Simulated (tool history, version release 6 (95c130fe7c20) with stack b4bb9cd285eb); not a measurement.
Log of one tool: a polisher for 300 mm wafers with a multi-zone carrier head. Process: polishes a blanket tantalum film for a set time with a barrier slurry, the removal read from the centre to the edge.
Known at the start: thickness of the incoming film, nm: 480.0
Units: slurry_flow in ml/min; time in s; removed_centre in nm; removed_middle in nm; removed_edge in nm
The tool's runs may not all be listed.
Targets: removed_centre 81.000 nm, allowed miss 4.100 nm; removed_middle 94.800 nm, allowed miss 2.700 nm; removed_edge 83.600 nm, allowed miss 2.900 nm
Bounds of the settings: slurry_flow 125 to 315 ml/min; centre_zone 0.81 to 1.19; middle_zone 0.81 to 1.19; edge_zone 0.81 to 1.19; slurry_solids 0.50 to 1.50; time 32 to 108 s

run	hour	slurry_flow	centre_zone	middle_zone	edge_zone	slurry_solids	time	removed_centre	removed_middle	removed_edge
1	0.0	205	1.00	1.00	1.00	1.00	70	104.520	109.020	104.580
2	6.8	200	0.98	1.00	0.98	0.95	70	104.260	107.580	102.170
3	13.1	200	0.96	1.01	0.98	0.90	69	97.400	104.800	100.140
4	19.2	200	0.95	1.02	0.96	0.85	68	96.679	103.750	97.418
5	25.7	195	0.93	1.03	0.94	0.80	67	91.756	100.430	93.518
6	32.8	190	0.92	1.04	0.92	0.75	67	93.081	100.720	92.781
7	36.2	190	0.91	1.05	0.91	0.70	66	86.892	98.181	87.900
8	38.7	185	0.90	1.05	0.90	0.70	66	86.725	97.016	86.382
9	40.9	180	0.89	1.05	0.90	0.70	66	83.152	98.058	86.566

4 next moves are on the table. One of them brings every result within its allowed miss. Which?
A	43.1	125	0.81	1.12	0.95	0.70	63	?	?	?
B	43.1	140	0.86	1.16	0.83	0.80	65	?	?	?
C	43.1	140	0.81	1.10	0.92	0.70	63	?	?	?
D	43.1	175	0.85	1.07	0.86	0.75	63	?	?	?

move	removed_centre	removed_middle	removed_edge
A	73.413	94.776	83.293
B	82.144	104.140	83.961
C	74.463	94.731	82.937
D	80.133	96.298	83.138
A: brings the result that was furthest off to its target, and leaves another outside
B: further off than the last run
C: brings the result that was furthest off to its target, and leaves another outside
D: meets every target
Move D is the one to make.
